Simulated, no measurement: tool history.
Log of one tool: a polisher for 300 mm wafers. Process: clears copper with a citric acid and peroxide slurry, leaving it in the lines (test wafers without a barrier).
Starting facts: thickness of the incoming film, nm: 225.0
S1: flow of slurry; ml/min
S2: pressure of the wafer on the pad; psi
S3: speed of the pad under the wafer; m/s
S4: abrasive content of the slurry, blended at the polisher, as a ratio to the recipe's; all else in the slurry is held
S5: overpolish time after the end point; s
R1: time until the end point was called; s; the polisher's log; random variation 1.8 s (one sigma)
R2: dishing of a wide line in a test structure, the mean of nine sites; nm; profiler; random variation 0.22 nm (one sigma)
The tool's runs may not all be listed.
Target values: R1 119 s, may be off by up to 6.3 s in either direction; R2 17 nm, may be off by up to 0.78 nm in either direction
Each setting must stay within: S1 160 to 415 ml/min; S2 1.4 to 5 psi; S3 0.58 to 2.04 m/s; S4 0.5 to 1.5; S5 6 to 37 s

run,hour,S1,S2,S3,S4,S5,R1,R2
1,0,265,3.2,1.3,1,19,80.596,30.709
2,6.2,265,3.2,1.3,1,24,80.734,37.37
3,8.7,265,3.2,1.52,1,24,66.997,41.346
4,9.8,265,3.2,1.52,1,27,70.93,45.386
5,16.5,260,2.9,1.46,1,24,78.693,38.296
6,24.9,260,2.9,1.18,1,24,95.932,32.282
7,28,260,2.7,1.18,1,21,106.08,27.073
8,28.7,260,2.6,1.18,1,19,106.87,24.173
9,34.9,260,2.5,1.18,1,18,108.68,21.989
10,43.4,260,2.4,1.18,1,17,115.79,20.204
11,49.5,260,2.4,1.18,1,16,117.02,19.379
12,58.4,260,2.4,1.18,1,15,117.32,18.622

4 next moves are on the table. One of them brings every result within its allowed miss. Which?
A,67.3,225,2.7,0.92,1,14,?,?
B,67.3,335,1.8,1.28,1.1,16,?,?
C,67.3,260,2.4,1.1,1.25,14,?,?
D,67.3,290,3.2,0.76,0.8,16,?,?

move,R1,R2
A,137.05,15.143
B,138.82,16.719
C,122.47,16.715
D,140.34,16.779
A: takes the result that was furthest off past its target
B: brings the last run's worst result on target, with another outside its allowed miss
C: every result lands within tolerance
D: brings the last run's worst result on target, with another outside its allowed miss
The right move is C.
